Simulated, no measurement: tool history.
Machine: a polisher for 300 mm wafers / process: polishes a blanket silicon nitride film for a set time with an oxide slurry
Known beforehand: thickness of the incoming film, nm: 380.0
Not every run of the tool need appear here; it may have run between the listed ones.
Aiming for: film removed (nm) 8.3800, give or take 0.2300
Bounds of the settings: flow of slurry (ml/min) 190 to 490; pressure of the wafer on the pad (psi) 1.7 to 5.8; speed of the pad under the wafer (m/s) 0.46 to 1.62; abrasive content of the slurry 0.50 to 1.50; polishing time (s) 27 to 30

run    day  flow of slurry (ml/min)  pressure of the wafer on the pad (psi)  speed of the pad under the wafer (m/s)  abrasive content of the slurry  polishing time (s)  film removed (nm)
  1  0.000                      315                                     3.7                                    1.04                            1.00                  30            17.9640
  2  0.317                      270                                     3.7                                    1.04                            1.00                  30            17.8830
  3  0.683                      270                                     3.4                                    1.00                            1.00                  30            15.8580
  4  0.738                      270                                     3.1                                    0.96                            1.00                  30            14.1890
  5  0.921                      270                                     2.9                                    0.94                            1.00                  30            13.3130
  6  1.021                      270                                     2.9                                    0.94                            1.00                  27            11.6450
  7  1.333                      270                                     2.7                                    0.94                            1.00                  27            11.1940
  8  1.408                      270                                     2.5                                    0.94                            1.00                  27            10.5080
  9  1.679                      270                                     2.4                                    0.94                            1.00                  27            10.0120
 10  1.958                      270                                     2.3                                    0.94                            1.00                  27             9.4483
 11  2.246                      265                                     1.8                                    0.94                            1.00                  27             7.6046
 12  2.321                      265                                     1.9                                    0.94                            1.00                  27             7.9660

Consider the 5 candidate settings below. Which is the only one whose results all fall within their allowed miss of target?
  A  2.396                      200                                     1.7                                    1.02                            1.45                  27                  ?
  B  2.396                      255                                     1.7                                    0.92                            0.95                  30                  ?
  C  2.396                      250                                     1.9                                    0.94                            1.00                  27                  ?
  D  2.396                      190                                     1.7                                    1.10                            1.05                  27                  ?
  E  2.396                      270                                     2.0                                    0.86                            0.90                  27                  ?

move  film removed (nm)
   A             8.3682
   B             7.6633
   C             7.8760
   D             7.7453
   E             7.5721
A: every result within its allowed miss
B: its largest miss is bigger than the last run's
C: its largest miss is bigger than the last run's
D: its largest miss is bigger than the last run's
E: its largest miss is bigger than the last run's
The move that meets every target is A.
